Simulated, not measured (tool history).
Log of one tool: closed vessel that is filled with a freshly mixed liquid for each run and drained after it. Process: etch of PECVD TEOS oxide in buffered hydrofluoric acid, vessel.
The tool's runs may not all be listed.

run    day  temperature setpoint of the liquid (°C)  parts of 40 % ammonium fluoride to one part of 49 % hydrofluoric acid (parts by volume)  time in the liquid (s)  thickness taken off the PECVD TEOS oxide on a monitor wafer (angstrom)
  1      0                                       21                                                                                       22                      30                                                                   336.3
  2   0.05                                       23                                                                                     19.5                      30                                                                  408.83
  3  0.346                                       23                                                                                     19.5                      30                                                                  408.42
  4  0.592                                     24.5                                                                                     17.5                      30                                                                  492.25
  5  0.688                                     25.5                                                                                     16.5                      30                                                                  558.03
  6  0.792                                     25.5                                                                                     16.5                      30                                                                  550.26
  7  1.175                                     26.5                                                                                       16                      30                                                                  606.04
  8  1.304                                       27                                                                                       16                      30                                                                  626.03

The next listed run, before its measurement:
  9  1.504                                     27.5                                                                                     15.5                      30                                                                       ?

Run 9 gave thickness taken off the PECVD TEOS oxide on a monitor wafer (angstrom) 658.53.
